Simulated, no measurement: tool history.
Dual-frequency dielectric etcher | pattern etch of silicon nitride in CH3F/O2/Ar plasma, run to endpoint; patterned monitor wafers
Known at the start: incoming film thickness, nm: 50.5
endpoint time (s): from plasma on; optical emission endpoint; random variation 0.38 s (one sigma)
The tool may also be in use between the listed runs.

run	day	source power (kW)	bias power (kW)	endpoint time (s)
1	0	0.52	0.084	59.425
2	0.217	0.58	0.084	56.878
3	0.504	0.58	0.078	57.324
4	0.596	0.53	0.078	59.401
5	0.675	0.51	0.077	60.705
6	0.817	0.47	0.077	62.736

The next listed run, before its measurement:
7	0.862	0.46	0.077	?

{"run 7": {"endpoint time (s)": 62.247}}
